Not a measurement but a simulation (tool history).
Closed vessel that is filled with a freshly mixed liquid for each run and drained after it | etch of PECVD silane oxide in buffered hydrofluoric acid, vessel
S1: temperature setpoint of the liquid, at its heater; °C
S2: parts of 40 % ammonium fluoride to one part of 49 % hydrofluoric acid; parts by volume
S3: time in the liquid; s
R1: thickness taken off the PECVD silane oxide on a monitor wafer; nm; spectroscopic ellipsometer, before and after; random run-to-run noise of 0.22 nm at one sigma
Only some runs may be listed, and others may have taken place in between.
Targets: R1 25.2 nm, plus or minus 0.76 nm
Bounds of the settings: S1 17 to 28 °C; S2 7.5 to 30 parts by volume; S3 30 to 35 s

run	hour	S1	S2	S3	R1
1	0	20	22	35	43.513
2	2.8	20	22	35	43.27
3	4.5	19	24	35	38.612
4	6.6	19	18	35	48.33
5	7.2	18.5	21	35	41.705
6	11.7	18	23.5	35	36.844
7	16.5	17.5	25	35	34.423
8	18.3	17.5	26.5	35	33.147

Next run, 4 choices. One meets every target within its allowed miss, the rest don't. Which?
A	20.1	17.5	22.5	35	?
B	20.1	17	30	30	?
C	20.1	17	26.5	30	?
D	20.1	17	29	35	?

move	R1
A	36.167
B	24.681
C	26.898
D	29.479
A: moves away from the targets compared with the last run
B: meets every target
C: closer than the last run, but not yet in spec
D: closer than the last run, but not yet in spec
Move B is the one to make.
